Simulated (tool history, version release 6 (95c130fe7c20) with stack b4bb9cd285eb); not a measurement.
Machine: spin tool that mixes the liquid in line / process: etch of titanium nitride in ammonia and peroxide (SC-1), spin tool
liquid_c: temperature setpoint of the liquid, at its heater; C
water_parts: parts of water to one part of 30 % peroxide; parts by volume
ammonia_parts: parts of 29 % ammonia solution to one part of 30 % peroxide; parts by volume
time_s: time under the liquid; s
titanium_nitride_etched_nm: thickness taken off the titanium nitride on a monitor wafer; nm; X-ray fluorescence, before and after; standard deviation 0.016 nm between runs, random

run    day  liquid_c  water_parts  ammonia_parts  time_s  titanium_nitride_etched_nm
  1  0.000      47.0           24           0.65      90                      2.4422
  2  0.083      47.0           24           0.65      70                      1.9099
  3  0.279      47.0           24           0.65      70                      1.9027
  4  0.600      54.0           24           0.65      70                      3.0869
  5  0.742      51.5           24           0.65      70                      2.5826
  6  1.008      51.5           18           0.65      70                      3.0628

Estimate the outcome of run 7 from the log above:
  7  1.229      49.5           18           0.65      70                           ?

titanium_nitride_etched_nm: 2.6352 nm
